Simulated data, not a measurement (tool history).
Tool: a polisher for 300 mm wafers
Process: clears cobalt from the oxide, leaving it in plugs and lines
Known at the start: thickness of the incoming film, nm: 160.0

run	day	flow of slurry (ml/min)	pressure of the wafer on the pad (kPa)	speed of the pad under the wafer (m/s)	overpolish time after the end point (s)	time until the end point was called (s)	dishing of a wide line in a test structure (angstrom)
1	0	160	15.2	1.06	14	36.268	390.9
2	0.183	200	15.2	1.06	14	35.257	419.29
3	0.529	200	13.8	1.06	15	39.118	387.96
4	0.725	200	13.8	1.06	11	38.287	318.95
5	1.033	165	13.8	1.06	11	40.233	321.05
6	1.225	165	13.1	1.06	13	42.506	351.25
7	1.3	165	12.4	1.06	14	44.338	358.34
8	1.475	165	11.7	1.06	15	45.696	358.48

What will run 9 give?
9	1.521	165	11.7	1.06	16	?	?

Logged for run 9: time until the end point was called (s) 46.316, dishing of a wide line in a test structure (angstrom) 378.04.
